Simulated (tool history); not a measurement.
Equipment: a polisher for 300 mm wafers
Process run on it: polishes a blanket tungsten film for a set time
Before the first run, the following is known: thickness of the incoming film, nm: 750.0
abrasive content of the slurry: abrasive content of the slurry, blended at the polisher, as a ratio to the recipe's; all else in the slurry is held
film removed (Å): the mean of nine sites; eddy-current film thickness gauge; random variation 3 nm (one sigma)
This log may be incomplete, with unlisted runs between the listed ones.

run,day,flow of slurry (ml/min),pressure of the wafer on the pad (psi),speed of the pad under the wafer (cm/s),abrasive content of the slurry,polishing time (s),film removed (Å)
1,0.000,235,3.2,136,1.0,25,1385.4
2,0.208,235,3.6,138,1.0,25,1560.8
3,0.258,235,3.9,140,1.0,25,1711.2
4,0.546,235,3.9,140,1.0,22,1546.5
5,0.683,185,3.9,140,1.0,22,1468.8
6,0.838,140,3.9,140,1.0,22,1384.9
7,1.062,165,4.2,142,1.0,22,1579.2
8,1.429,185,4.4,142,1.0,22,1698.0
9,1.492,200,4.6,142,1.0,22,1782.0
10,1.517,210,4.7,144,1.0,22,1892.4
11,1.879,220,4.8,144,1.0,22,1956.3
12,2.150,225,4.9,144,1.0,22,1964.2

What does the tool deliver on the next run?
13,2.512,230,4.9,146,1.0,22,?

{"run 13": {"film removed (Å)": 2010.2}}
